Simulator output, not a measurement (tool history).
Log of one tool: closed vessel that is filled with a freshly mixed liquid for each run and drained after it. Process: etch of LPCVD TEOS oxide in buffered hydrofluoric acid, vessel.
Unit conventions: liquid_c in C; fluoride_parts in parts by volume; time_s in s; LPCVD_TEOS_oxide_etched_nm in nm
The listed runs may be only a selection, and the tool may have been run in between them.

run,day,liquid_c,fluoride_parts,time_s,LPCVD_TEOS_oxide_etched_nm
1,0.000,23.0,17.5,95,91.973
2,0.296,21.0,17.5,95,82.018
3,0.662,22.5,17.0,95,91.354
4,0.692,24.0,16.5,95,102.800
5,0.800,24.0,12.5,95,134.120
6,1.138,26.5,12.5,95,153.480
7,1.292,27.0,12.5,95,159.470

What will run 8 give?
8,1.650,28.0,12.5,95,?

{"run 8": {"LPCVD_TEOS_oxide_etched_nm": 167.22}}
